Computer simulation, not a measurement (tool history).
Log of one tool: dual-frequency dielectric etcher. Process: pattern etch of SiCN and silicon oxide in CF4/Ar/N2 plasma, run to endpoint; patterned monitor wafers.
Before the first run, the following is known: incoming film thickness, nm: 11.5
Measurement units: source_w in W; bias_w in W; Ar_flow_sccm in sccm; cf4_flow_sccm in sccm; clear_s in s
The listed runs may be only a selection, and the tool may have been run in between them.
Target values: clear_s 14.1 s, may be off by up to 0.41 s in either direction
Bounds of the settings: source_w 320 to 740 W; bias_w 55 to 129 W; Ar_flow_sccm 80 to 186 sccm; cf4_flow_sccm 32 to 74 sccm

Run 1, hour 0: source_w 530 W, bias_w 92 W, Ar_flow_sccm 133 sccm, cf4_flow_sccm 53 sccm. Result: clear_s 11.39 s.
Run 2, hour 6.9: source_w 460 W, bias_w 92 W, Ar_flow_sccm 133 sccm, cf4_flow_sccm 53 sccm. Result: clear_s 13.037 s.
Run 3, hour 12.5: source_w 450 W, bias_w 92 W, Ar_flow_sccm 133 sccm, cf4_flow_sccm 53 sccm. Result: clear_s 13.355 s.
Run 4, hour 13.3: source_w 380 W, bias_w 92 W, Ar_flow_sccm 133 sccm, cf4_flow_sccm 53 sccm. Result: clear_s 15.759 s.
Run 5, hour 19.7: source_w 380 W, bias_w 92 W, Ar_flow_sccm 133 sccm, cf4_flow_sccm 48 sccm. Result: clear_s 15.956 s.
Run 6, hour 25.1: source_w 380 W, bias_w 92 W, Ar_flow_sccm 151 sccm, cf4_flow_sccm 48 sccm. Result: clear_s 16.14 s.
Run 7, hour 31.6: source_w 470 W, bias_w 95 W, Ar_flow_sccm 150 sccm, cf4_flow_sccm 48 sccm. Result: clear_s 13.105 s.
Run 8, hour 35: source_w 460 W, bias_w 95 W, Ar_flow_sccm 150 sccm, cf4_flow_sccm 48 sccm. Result: clear_s 13.198 s.
Run 9, hour 42.7: source_w 450 W, bias_w 95 W, Ar_flow_sccm 150 sccm, cf4_flow_sccm 48 sccm. Result: clear_s 13.594 s.

Which single option among these 5 for the next run brings every result within its allowed miss of target? Just one does.
Run A, hour 50.4: source_w 440 W, bias_w 83 W, Ar_flow_sccm 148 sccm, cf4_flow_sccm 45 sccm. Result: clear_s ?.
Run B, hour 50.4: source_w 450 W, bias_w 86 W, Ar_flow_sccm 176 sccm, cf4_flow_sccm 58 sccm. Result: clear_s ?.
Run C, hour 50.4: source_w 450 W, bias_w 95 W, Ar_flow_sccm 128 sccm, cf4_flow_sccm 51 sccm. Result: clear_s ?.
Run D, hour 50.4: source_w 440 W, bias_w 107 W, Ar_flow_sccm 178 sccm, cf4_flow_sccm 53 sccm. Result: clear_s ?.
Run E, hour 50.4: source_w 470 W, bias_w 91 W, Ar_flow_sccm 131 sccm, cf4_flow_sccm 57 sccm. Result: clear_s ?.

move  clear_s
   A   14.789
   B   14.014
   C   13.258
   D   13.196
   E     12.8
A: carries the result that was furthest off beyond its target, to the other side
B: each result inside its tolerance
C: lands further from the targets than the last run did
D: lands further from the targets than the last run did
E: lands further from the targets than the last run did
So the answer is move B, the one that meets all the targets.
